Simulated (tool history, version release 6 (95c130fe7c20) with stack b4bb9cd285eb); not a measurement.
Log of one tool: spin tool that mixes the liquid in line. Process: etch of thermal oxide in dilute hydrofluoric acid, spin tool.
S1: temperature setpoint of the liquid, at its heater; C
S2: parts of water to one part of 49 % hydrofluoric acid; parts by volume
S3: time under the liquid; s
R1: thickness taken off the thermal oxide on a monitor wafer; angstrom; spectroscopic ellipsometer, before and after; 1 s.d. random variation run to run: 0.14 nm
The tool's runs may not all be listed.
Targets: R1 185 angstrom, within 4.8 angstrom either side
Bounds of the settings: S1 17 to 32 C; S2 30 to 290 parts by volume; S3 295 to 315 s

run,day,S1,S2,S3,R1
1,0,24,160,295,77.108
2,0.029,26.5,135,295,104.08
3,0.171,28,120,295,125.05
4,0.475,29,110,295,143.17
5,0.783,30,105,295,159.04
6,0.9,30,55,295,327.32
7,1.225,27.5,65,295,245.58
8,1.588,25,65,295,224.09
9,1.625,23.5,65,295,208.34
10,1.654,23.5,65,295,209.48

Which one of the following 4 next-run settings gets every result inside its allowed miss? There is exactly one.
A,1.683,30,95,305,?
B,1.683,23,80,310,?
C,1.683,21.5,75,310,?
D,1.683,20.5,50,305,?

move,R1
A,181.89
B,170.32
C,171.91
D,250.81
A: all results land within tolerance of their targets
B: carries the result that was furthest off beyond its target, to the other side
C: carries the result that was furthest off beyond its target, to the other side
D: moves away from the targets compared with the last run
The move that meets every target is A.
